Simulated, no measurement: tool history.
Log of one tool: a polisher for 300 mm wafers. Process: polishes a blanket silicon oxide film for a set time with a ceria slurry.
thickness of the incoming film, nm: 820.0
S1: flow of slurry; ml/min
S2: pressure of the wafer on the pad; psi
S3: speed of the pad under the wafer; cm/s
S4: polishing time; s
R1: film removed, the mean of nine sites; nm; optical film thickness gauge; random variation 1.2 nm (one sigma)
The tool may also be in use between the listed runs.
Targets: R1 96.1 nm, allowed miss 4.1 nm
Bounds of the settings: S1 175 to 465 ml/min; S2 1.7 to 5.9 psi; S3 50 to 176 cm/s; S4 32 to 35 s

run 1 day=0 | S1=295 S2=3.8 S3=112 S4=35 | R1=177.44
run 2 day=0.129 | S1=295 S2=3.8 S3=112 S4=35 | R1=177.08
run 3 day=0.354 | S1=295 S2=3.3 S3=112 S4=35 | R1=156.93
run 4 day=0.408 | S1=295 S2=3.3 S3=112 S4=32 | R1=140.33
run 5 day=0.758 | S1=295 S2=3.3 S3=112 S4=32 | R1=140.6
run 6 day=0.846 | S1=295 S2=3.3 S3=112 S4=35 | R1=156.23
run 7 day=0.975 | S1=295 S2=3.1 S3=110 S4=35 | R1=144.89
run 8 day=1.212 | S1=295 S2=3.1 S3=110 S4=35 | R1=145.08
run 9 day=1.242 | S1=295 S2=3.1 S3=110 S4=35 | R1=143.06
run 10 day=1.392 | S1=295 S2=3 S3=110 S4=35 | R1=138.98
run 11 day=1.571 | S1=295 S2=2.9 S3=110 S4=35 | R1=136.31
run 12 day=1.867 | S1=295 S2=2.8 S3=110 S4=35 | R1=129.71
run 13 day=2.075 | S1=295 S2=2.7 S3=110 S4=35 | R1=126.84
run 14 day=2.438 | S1=295 S2=2.6 S3=110 S4=35 | R1=123.91
run 15 day=2.638 | S1=295 S2=1.7 S3=106 S4=35 | R1=85.571
run 16 day=3.004 | S1=295 S2=1.9 S3=106 S4=35 | R1=89.957
run 17 day=3.258 | S1=295 S2=2.2 S3=106 S4=35 | R1=104.92

5 next moves are on the table. One of them brings every result within its allowed miss. Which?
run A day=3.512 | S1=315 S2=2.5 S3=110 S4=35 | R1=?
run B day=3.512 | S1=360 S2=3.3 S3=84 S4=35 | R1=?
run C day=3.512 | S1=255 S2=3 S3=76 S4=35 | R1=?
run D day=3.512 | S1=260 S2=4.5 S3=64 S4=35 | R1=?
run E day=3.512 | S1=285 S2=2.2 S3=122 S4=35 | R1=?

move=A R1=120.31
move=B R1=119.2
move=C R1=96.372
move=D R1=117.6
move=E R1=118.37
A: further off than the last run
B: further off than the last run
C: meets every target
D: further off than the last run
E: further off than the last run
Answer: C
